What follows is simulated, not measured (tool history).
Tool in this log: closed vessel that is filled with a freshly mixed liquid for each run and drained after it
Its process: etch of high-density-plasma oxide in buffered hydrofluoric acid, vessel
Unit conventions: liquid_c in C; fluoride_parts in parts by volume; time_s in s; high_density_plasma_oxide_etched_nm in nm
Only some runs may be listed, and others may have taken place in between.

run	hour	liquid_c	fluoride_parts	time_s	high_density_plasma_oxide_etched_nm
1	0.0	21.0	10.5	100	92.599
2	7.6	21.0	10.5	100	92.704
3	15.1	23.0	10.5	100	102.620
4	16.5	25.0	10.5	100	116.160
5	18.8	25.0	13.0	100	94.078
6	23.4	27.0	13.0	100	105.340
7	31.5	27.5	12.5	100	110.800
8	32.4	28.0	12.0	100	121.900
9	38.3	28.5	12.0	100	122.780

The next listed run, before its measurement:
10	47.1	28.5	11.5	100	?

high_density_plasma_oxide_etched_nm: 127.700 nm
